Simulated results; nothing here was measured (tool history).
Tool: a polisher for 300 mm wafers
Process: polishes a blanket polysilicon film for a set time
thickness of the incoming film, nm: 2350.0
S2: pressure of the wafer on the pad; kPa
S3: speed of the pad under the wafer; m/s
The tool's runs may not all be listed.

{"run": 1, "day": 0.0, "flow of slurry (ml/min)": 255, "S2": 23.4, "S3": 1.08, "polishing time (s)": 48, "film removed (Å)": 5904.3}
{"run": 2, "day": 0.354, "flow of slurry (ml/min)": 255, "S2": 21.4, "S3": 1.08, "polishing time (s)": 48, "film removed (Å)": 5403.9}
{"run": 3, "day": 0.612, "flow of slurry (ml/min)": 255, "S2": 19.3, "S3": 1.08, "polishing time (s)": 48, "film removed (Å)": 4885.4}
{"run": 4, "day": 0.758, "flow of slurry (ml/min)": 255, "S2": 19.3, "S3": 1.08, "polishing time (s)": 43, "film removed (Å)": 4347.4}
{"run": 5, "day": 1.079, "flow of slurry (ml/min)": 255, "S2": 18.6, "S3": 1.08, "polishing time (s)": 43, "film removed (Å)": 4146.8}
{"run": 6, "day": 1.421, "flow of slurry (ml/min)": 255, "S2": 24.1, "S3": 1.08, "polishing time (s)": 43, "film removed (Å)": 5404.4}
{"run": 7, "day": 1.771, "flow of slurry (ml/min)": 255, "S2": 22.8, "S3": 1.08, "polishing time (s)": 43, "film removed (Å)": 5165.1}
{"run": 8, "day": 2.125, "flow of slurry (ml/min)": 255, "S2": 21.4, "S3": 1.08, "polishing time (s)": 43, "film removed (Å)": 4798.1}
{"run": 9, "day": 2.171, "flow of slurry (ml/min)": 255, "S2": 20.7, "S3": 1.08, "polishing time (s)": 43, "film removed (Å)": 4631.3}

Run 10 comes next. What will it give?
{"run": 10, "day": 2.462, "flow of slurry (ml/min)": 245, "S2": 15.9, "S3": 1.08, "polishing time (s)": 43, "film removed (Å)": "?"}

Run 10 gave film removed (Å) 3633.5.

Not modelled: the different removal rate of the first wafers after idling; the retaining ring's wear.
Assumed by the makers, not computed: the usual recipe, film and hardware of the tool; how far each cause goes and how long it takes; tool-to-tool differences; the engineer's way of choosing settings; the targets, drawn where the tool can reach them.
